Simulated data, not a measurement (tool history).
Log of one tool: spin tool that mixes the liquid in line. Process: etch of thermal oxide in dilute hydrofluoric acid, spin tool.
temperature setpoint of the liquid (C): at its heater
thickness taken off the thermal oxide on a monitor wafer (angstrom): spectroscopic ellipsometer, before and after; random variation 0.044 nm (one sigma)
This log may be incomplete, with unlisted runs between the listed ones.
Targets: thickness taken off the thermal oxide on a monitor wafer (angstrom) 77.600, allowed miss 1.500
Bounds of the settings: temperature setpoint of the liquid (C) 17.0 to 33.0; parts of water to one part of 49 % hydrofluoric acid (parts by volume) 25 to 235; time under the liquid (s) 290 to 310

run	hour	temperature setpoint of the liquid (C)	parts of water to one part of 49 % hydrofluoric acid (parts by volume)	time under the liquid (s)	thickness taken off the thermal oxide on a monitor wafer (angstrom)
1	0.0	25.0	130	290	111.210
2	4.8	24.0	130	290	106.970
3	7.1	23.0	130	290	102.430
4	7.7	26.0	130	290	115.470
5	10.5	24.5	130	290	109.370
6	18.2	21.0	130	290	95.183
7	25.6	20.5	130	290	93.758
8	33.2	20.0	130	290	91.757

Which of these 5 next moves meets every target?
A	40.8	20.0	160	310	?
B	40.8	18.0	135	295	?
C	40.8	17.5	150	310	?
D	40.8	19.0	105	310	?
E	40.8	21.0	160	290	?

move	thickness taken off the thermal oxide on a monitor wafer (angstrom)
A	77.125
B	82.329
C	75.157
D	119.600
E	75.045
A: each result inside its tolerance
B: an improvement on the last run, though not all results are within tolerance
C: pushes the last run's worst result past its target
D: moves away from the targets compared with the last run
E: pushes the last run's worst result past its target
Correct choice: A, which meets every target

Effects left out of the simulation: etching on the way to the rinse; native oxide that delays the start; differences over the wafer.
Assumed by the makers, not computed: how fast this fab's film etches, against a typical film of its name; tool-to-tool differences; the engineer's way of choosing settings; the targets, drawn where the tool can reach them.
